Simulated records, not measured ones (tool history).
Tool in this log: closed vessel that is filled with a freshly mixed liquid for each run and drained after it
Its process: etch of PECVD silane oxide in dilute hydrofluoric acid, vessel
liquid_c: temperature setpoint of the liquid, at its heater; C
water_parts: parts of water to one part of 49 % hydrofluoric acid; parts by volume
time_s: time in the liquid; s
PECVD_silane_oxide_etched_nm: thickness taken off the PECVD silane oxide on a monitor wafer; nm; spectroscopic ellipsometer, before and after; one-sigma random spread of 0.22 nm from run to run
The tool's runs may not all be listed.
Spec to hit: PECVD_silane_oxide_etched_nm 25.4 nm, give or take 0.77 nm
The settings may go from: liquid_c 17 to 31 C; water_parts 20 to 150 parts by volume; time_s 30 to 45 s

run	day	liquid_c	water_parts	time_s	PECVD_silane_oxide_etched_nm
1	0	23	85	45	11.249
2	0.388	23	105	45	8.8515
3	0.538	24	100	45	9.712
4	0.8	21.5	100	45	8.716
5	1.075	22.5	95	45	9.7211
6	1.375	22.5	95	30	6.3865
7	1.704	22.5	95	30	6.5358
8	2.071	26.5	65	40	15.479
9	2.138	27	65	40	15.539
10	2.208	27.5	60	40	17.07

Exercise: of the 5 proposed moves below, exactly one satisfies all targets within the stated allowed misses. Which move is it?
A	2.279	28	50	45	?
B	2.279	27	50	45	?
C	2.279	30.5	50	45	?
D	2.279	26.5	40	40	?
E	2.279	28.5	45	45	?

move	PECVD_silane_oxide_etched_nm
A	24.358
B	23.402
C	26.884
D	25.848
E	27.814
A: an improvement on the last run, though not all results are within tolerance
B: an improvement on the last run, though not all results are within tolerance
C: carries the result that was furthest off beyond its target, to the other side
D: meets every target
E: carries the result that was furthest off beyond its target, to the other side
Move D is the one to make.

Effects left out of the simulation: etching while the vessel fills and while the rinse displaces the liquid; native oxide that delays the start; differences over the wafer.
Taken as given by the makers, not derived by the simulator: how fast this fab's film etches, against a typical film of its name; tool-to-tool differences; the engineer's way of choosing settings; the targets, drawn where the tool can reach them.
